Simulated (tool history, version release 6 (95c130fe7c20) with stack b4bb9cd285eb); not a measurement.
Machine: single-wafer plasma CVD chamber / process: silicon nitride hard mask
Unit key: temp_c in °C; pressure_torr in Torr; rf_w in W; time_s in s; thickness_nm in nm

{"run": 1, "day": 0.0, "temp_c": 410, "pressure_torr": 1.1, "rf_w": 265, "time_s": 38.3, "thickness_nm": 37.116}
{"run": 2, "day": 0.325, "temp_c": 410, "pressure_torr": 1.19, "rf_w": 265, "time_s": 38.3, "thickness_nm": 37.43}
{"run": 3, "day": 0.462, "temp_c": 410, "pressure_torr": 1.22, "rf_w": 275, "time_s": 38.3, "thickness_nm": 39.279}
{"run": 4, "day": 0.796, "temp_c": 410, "pressure_torr": 1.36, "rf_w": 275, "time_s": 38.3, "thickness_nm": 40.216}
{"run": 5, "day": 1.046, "temp_c": 410, "pressure_torr": 1.38, "rf_w": 275, "time_s": 38.3, "thickness_nm": 40.516}
{"run": 6, "day": 1.417, "temp_c": 416, "pressure_torr": 1.38, "rf_w": 275, "time_s": 38.3, "thickness_nm": 40.019}
{"run": 7, "day": 1.575, "temp_c": 416, "pressure_torr": 1.4, "rf_w": 275, "time_s": 38.3, "thickness_nm": 40.162}

Predict the results of run 8:
{"run": 8, "day": 1.908, "temp_c": 416, "pressure_torr": 1.42, "rf_w": 275, "time_s": 38.3, "thickness_nm": "?"}

{"run 8": {"thickness_nm": 40.313}}
